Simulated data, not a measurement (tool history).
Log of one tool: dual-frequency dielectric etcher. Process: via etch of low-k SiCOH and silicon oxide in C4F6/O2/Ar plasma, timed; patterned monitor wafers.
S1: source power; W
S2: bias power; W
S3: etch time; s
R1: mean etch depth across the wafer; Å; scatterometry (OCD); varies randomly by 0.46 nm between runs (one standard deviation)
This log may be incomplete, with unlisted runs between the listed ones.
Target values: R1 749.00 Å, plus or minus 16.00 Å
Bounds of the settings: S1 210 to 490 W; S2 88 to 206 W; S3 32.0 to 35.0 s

run  hour   S1   S2    S3      R1
  1   0.0  350  147  35.0  822.88
  2   3.2  290  147  35.0  786.98
  3   9.8  280  146  35.0  770.20
  4  13.8  280  146  35.0  781.10
  5  19.8  340  146  35.0  806.97
  6  27.2  340  167  35.0  855.37
  7  29.4  320  163  35.0  829.45
  8  37.6  320  163  35.0  828.22
  9  42.4  310  160  35.0  826.90
 10  44.4  300  157  35.0  809.13
 11  51.2  290  155  35.0  795.77

Exactly one of the 4 candidate moves below puts every result within its allowed miss. Which one?
  A  58.0  300  150  33.0   ?
  B  58.0  260  160  32.0   ?
  C  58.0  330  166  34.5   ?
  D  58.0  300  187  34.5   ?

move      R1
   A  747.30
   B  717.69
   C  829.32
   D  846.58
A: all results in spec
B: carries the result that was furthest off beyond its target, to the other side
C: the biggest miss grows against the last run
D: the biggest miss grows against the last run
The move that meets every target is A.

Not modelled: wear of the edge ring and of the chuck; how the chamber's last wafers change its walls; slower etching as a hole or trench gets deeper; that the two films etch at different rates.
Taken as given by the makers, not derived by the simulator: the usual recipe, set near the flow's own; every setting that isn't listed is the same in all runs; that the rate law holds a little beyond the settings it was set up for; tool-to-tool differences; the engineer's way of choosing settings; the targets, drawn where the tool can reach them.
